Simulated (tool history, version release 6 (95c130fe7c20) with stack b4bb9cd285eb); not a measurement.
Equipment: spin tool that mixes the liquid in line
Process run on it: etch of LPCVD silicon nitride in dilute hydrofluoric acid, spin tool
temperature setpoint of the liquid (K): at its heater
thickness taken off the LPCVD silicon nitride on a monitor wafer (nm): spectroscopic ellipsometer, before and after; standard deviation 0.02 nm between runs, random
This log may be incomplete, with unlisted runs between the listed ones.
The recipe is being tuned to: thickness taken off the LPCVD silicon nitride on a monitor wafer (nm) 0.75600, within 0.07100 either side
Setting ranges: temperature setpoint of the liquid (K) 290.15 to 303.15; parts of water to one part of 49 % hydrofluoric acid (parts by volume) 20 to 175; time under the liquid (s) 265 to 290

run    day  temperature setpoint of the liquid (K)  parts of water to one part of 49 % hydrofluoric acid (parts by volume)  time under the liquid (s)  thickness taken off the LPCVD silicon nitride on a monitor wafer (nm)
  1  0.000                                  295.15                                                                      95                        265                                                                1.11880
  2  0.167                                  295.15                                                                      75                        265                                                                1.38640
  3  0.433                                  293.15                                                                      75                        265                                                                1.22590
  4  0.783                                  292.65                                                                      80                        265                                                                1.10050
     1.150  -- thermometer replaced
  5  1.150                                  295.15                                                                      80                        265                                                                1.54270
  6  1.208                                  298.65                                                                      80                        265                                                                1.91620
  7  1.379                                  297.65                                                                      85                        265                                                                1.72230
  8  1.446                                  296.65                                                                      85                        265                                                                1.52550
  9  1.621                                  295.65                                                                      85                        265                                                                1.48570
 10  1.700                                  295.15                                                                      90                        265                                                                1.33590

Below are 4 possible settings for the next run. Only one of them brings all results inside the allowed miss of their targets. Which is it?
  A  1.779                                  293.65                                                                      65                        290                                                                      ?
  B  1.779                                  294.15                                                                      75                        290                                                                      ?
  C  1.779                                  301.15                                                                      75                        290                                                                      ?
  D  1.779                                  292.15                                                                     130                        270                                                                      ?

move  thickness taken off the LPCVD silicon nitride on a monitor wafer (nm)
   A                                                                1.83080
   B                                                                1.64750
   C                                                                2.62210
   D                                                                0.78266
A: its largest miss is bigger than the last run's
B: its largest miss is bigger than the last run's
C: its largest miss is bigger than the last run's
D: every result lands within tolerance
Answer: D
